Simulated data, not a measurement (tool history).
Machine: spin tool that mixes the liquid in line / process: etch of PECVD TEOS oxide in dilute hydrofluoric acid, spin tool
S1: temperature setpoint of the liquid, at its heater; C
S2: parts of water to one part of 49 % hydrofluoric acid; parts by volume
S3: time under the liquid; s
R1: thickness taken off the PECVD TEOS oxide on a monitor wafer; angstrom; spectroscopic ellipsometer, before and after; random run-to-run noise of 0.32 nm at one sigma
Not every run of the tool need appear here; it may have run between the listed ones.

| run | hour | S1 | S2 | S3 | R1 |
|---|---|---|---|---|---|
| 1 | 0 | 21 | 80 | 265 | 239.26 |
| 2 | 3.1 | 24 | 80 | 265 | 265.77 |
| 3 | 7.2 | 24.5 | 75 | 265 | 293.11 |
| 4 | 14.4 | 25 | 70 | 265 | 320.93 |
| 5 | 19.7 | 22 | 70 | 265 | 284.42 |
| 6 | 20.5 | 23 | 65 | 265 | 319.53 |
| 7 | 25.7 | 23.5 | 65 | 265 | 330.31 |

Expected results for the next run?
| 8 | 27.5 | 24 | 65 | 265 | ? |

{"run 8": {"R1": 337.5}}
